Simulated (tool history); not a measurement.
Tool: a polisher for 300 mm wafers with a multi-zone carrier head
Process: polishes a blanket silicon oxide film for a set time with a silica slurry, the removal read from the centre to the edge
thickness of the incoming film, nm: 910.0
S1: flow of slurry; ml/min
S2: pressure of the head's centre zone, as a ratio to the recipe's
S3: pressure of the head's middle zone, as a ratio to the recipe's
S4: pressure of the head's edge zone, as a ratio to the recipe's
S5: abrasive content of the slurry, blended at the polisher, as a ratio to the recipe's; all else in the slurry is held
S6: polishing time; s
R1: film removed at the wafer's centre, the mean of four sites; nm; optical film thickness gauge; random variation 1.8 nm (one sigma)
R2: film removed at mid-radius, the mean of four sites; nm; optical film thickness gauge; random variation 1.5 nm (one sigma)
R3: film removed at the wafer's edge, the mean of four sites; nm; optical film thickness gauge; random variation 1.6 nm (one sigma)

Run 1, hour 0: S1 190 ml/min, S2 1, S3 1, S4 1, S5 1, S6 89 s. Result: R1 205.4 nm, R2 193.82 nm, R3 204.23 nm.
Run 2, hour 1.2: S1 190 ml/min, S2 1, S3 1, S4 0.98, S5 0.95, S6 89 s. Result: R1 200.31 nm, R2 189.38 nm, R3 194.2 nm.
Run 3, hour 3.2: S1 190 ml/min, S2 1, S3 1, S4 0.96, S5 0.9, S6 89 s. Result: R1 193.38 nm, R2 182.61 nm, R3 190.07 nm.
Run 4, hour 9.2: S1 190 ml/min, S2 1, S3 1, S4 0.99, S5 0.9, S6 89 s. Result: R1 195.74 nm, R2 185.44 nm, R3 190.47 nm.
Run 5, hour 16.7: S1 190 ml/min, S2 1.01, S3 1, S4 0.98, S5 0.85, S6 89 s. Result: R1 188.22 nm, R2 180.34 nm, R3 183.38 nm.
Run 6, hour 21: S1 190 ml/min, S2 1.02, S3 1, S4 0.97, S5 0.8, S6 89 s. Result: R1 186 nm, R2 174.49 nm, R3 181.96 nm.
Run 7, hour 22.8: S1 195 ml/min, S2 1.03, S3 1.01, S4 0.95, S5 0.75, S6 88 s. Result: R1 175.98 nm, R2 171.39 nm, R3 168.38 nm.
Run 8, hour 29.2: S1 195 ml/min, S2 1.04, S3 1.01, S4 0.94, S5 0.75, S6 88 s. Result: R1 182.22 nm, R2 168.79 nm, R3 169.14 nm.
Run 9, hour 34.2: S1 195 ml/min, S2 1.04, S3 1.01, S4 0.93, S5 0.75, S6 88 s. Result: R1 179.48 nm, R2 164.82 nm, R3 162.74 nm.
Run 10, hour 36.6: S1 195 ml/min, S2 1.04, S3 1.01, S4 0.92, S5 0.75, S6 88 s. Result: R1 180.33 nm, R2 168.67 nm, R3 164.13 nm.
Run 11, hour 39.3: S1 190 ml/min, S2 1.04, S3 1.01, S4 0.91, S5 0.75, S6 88 s. Result: R1 179.72 nm, R2 165.91 nm, R3 165.93 nm.
Run 12, hour 45.3: S1 190 ml/min, S2 1.04, S3 1.01, S4 0.9, S5 0.75, S6 88 s. Result: R1 179.18 nm, R2 165.28 nm, R3 163.64 nm.

Run 13 comes next. What will it give?
Run 13, hour 53.4: S1 190 ml/min, S2 1.04, S3 1.01, S4 0.89, S5 0.75, S6 88 s. Result: R1 ?, R2 ?, R3 ?.

Run 13 gave R1 181.45 nm, R2 167.03 nm, R3 160.52 nm.
